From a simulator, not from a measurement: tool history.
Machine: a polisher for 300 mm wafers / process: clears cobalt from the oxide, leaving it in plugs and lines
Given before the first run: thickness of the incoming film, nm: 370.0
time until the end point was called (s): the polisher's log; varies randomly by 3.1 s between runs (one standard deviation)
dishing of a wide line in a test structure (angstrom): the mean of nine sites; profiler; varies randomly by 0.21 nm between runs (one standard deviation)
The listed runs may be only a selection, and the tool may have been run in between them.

run  hour  flow of slurry (ml/min)  pressure of the wafer on the pad (kPa)  speed of the pad under the wafer (cm/s)  overpolish time after the end point (s)  time until the end point was called (s)  dishing of a wide line in a test structure (angstrom)
  1   0.0                      300                                    14.5                                       92                                       17                                   91.086                                                 361.46
  2   7.9                      300                                    14.5                                       92                                       11                                   88.683                                                 292.85
  3  15.6                      295                                    13.1                                       86                                       10                                  102.860                                                 247.19
  4  20.5                      355                                    13.1                                       86                                       10                                  104.760                                                 245.68
  5  21.2                      355                                    15.9                                       86                                       10                                   88.882                                                 281.98
  6  28.0                      355                                    13.8                                       82                                        9                                  105.280                                                 226.74

Predict the results of run 7:
  7  36.6                      355                                     9.7                                       74                                       12                                        ?                                                      ?

time until the end point was called (s): 158.490
dishing of a wide line in a test structure (angstrom): 203.27

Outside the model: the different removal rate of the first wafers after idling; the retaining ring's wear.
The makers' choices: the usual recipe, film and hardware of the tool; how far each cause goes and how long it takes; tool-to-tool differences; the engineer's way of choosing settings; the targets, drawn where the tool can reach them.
